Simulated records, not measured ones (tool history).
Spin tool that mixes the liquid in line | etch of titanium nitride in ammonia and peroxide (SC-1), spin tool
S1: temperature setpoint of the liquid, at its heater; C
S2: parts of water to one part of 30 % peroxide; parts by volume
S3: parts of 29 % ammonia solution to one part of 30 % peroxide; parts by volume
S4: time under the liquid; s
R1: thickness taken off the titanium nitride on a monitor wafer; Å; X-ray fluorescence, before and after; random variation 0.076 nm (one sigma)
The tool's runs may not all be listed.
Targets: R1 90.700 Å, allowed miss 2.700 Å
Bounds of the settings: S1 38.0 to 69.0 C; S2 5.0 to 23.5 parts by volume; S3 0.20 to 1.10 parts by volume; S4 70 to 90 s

{"run": 1, "hour": 0.0, "S1": 53.0, "S2": 13.0, "S3": 0.6, "S4": 90, "R1": 106.5}
{"run": 2, "hour": 2.3, "S1": 53.0, "S2": 15.5, "S3": 0.6, "S4": 90, "R1": 97.886}
{"run": 3, "hour": 6.7, "S1": 53.0, "S2": 15.5, "S3": 0.7, "S4": 90, "R1": 98.415}
{"run": 4, "hour": 11.4, "S1": 52.5, "S2": 15.5, "S3": 0.7, "S4": 90, "R1": 96.367}
{"run": 5, "hour": 13.0, "S1": 45.5, "S2": 15.5, "S3": 0.7, "S4": 90, "R1": 58.253}
{"run": 6, "hour": 17.2, "S1": 45.5, "S2": 15.5, "S3": 0.65, "S4": 90, "R1": 58.529}
{"run": 7, "hour": 18.7, "S1": 53.0, "S2": 15.5, "S3": 0.65, "S4": 90, "R1": 96.687}
{"run": 8, "hour": 25.6, "S1": 52.5, "S2": 15.5, "S3": 0.65, "S4": 90, "R1": 95.169}

Which of these 5 next moves meets every target?
{"run": "A", "hour": 32.5, "S1": 52.0, "S2": 14.0, "S3": 0.7, "S4": 90, "R1": "?"}
{"run": "B", "hour": 32.5, "S1": 55.0, "S2": 18.0, "S3": 0.45, "S4": 80, "R1": "?"}
{"run": "C", "hour": 32.5, "S1": 52.5, "S2": 20.0, "S3": 0.7, "S4": 90, "R1": "?"}
{"run": "D", "hour": 32.5, "S1": 53.5, "S2": 13.0, "S3": 0.6, "S4": 70, "R1": "?"}
{"run": "E", "hour": 32.5, "S1": 55.0, "S2": 20.0, "S3": 0.6, "S4": 85, "R1": "?"}

move=A R1=98.323
move=B R1=86.210
move=C R1=83.732
move=D R1=85.816
move=E R1=91.133
A: further off than the last run
B: takes the result that was furthest off past its target
C: takes the result that was furthest off past its target
D: takes the result that was furthest off past its target
E: meets every target
Answer: E
